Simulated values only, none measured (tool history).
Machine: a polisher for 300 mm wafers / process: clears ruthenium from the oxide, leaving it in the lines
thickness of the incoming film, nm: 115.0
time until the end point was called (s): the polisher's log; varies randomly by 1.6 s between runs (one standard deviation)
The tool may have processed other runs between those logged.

run  hour  flow of slurry (ml/min)  pressure of the wafer on the pad (psi)  speed of the pad under the wafer (m/s)  overpolish time after the end point (s)  time until the end point was called (s)
  1   0.0                      270                                     1.6                                    1.26                                        8                                  102.640
  2   7.0                      270                                     1.6                                    1.26                                        8                                  106.920
  3  10.0                      270                                     1.7                                    1.26                                        8                                   98.531
  4  14.5                      225                                     1.7                                    1.26                                        8                                  101.670
  5  16.1                      225                                     1.7                                    1.06                                        8                                  118.480
  6  18.7                      225                                     1.7                                    0.74                                        8                                  143.200
  7  22.2                      225                                     1.8                                    0.76                                        8                                  133.680
  8  28.8                      225                                     1.9                                    0.78                                        8                                  128.190
  9  32.8                      225                                     2.0                                    0.82                                        8                                  119.410
 10  39.4                      225                                     2.1                                    0.86                                        8                                  111.110
 11  47.0                      225                                     2.2                                    0.88                                        8                                  106.120
 12  52.9                      225                                     2.2                                    0.88                                        8                                  105.180
 13  56.3                      225                                     2.3                                    0.90                                        8                                   99.507

Forecast run 14:
 14  60.5                      225                                     2.4                                    0.92                                        8                                        ?

Logged for run 14: time until the end point was called (s) 92.610.

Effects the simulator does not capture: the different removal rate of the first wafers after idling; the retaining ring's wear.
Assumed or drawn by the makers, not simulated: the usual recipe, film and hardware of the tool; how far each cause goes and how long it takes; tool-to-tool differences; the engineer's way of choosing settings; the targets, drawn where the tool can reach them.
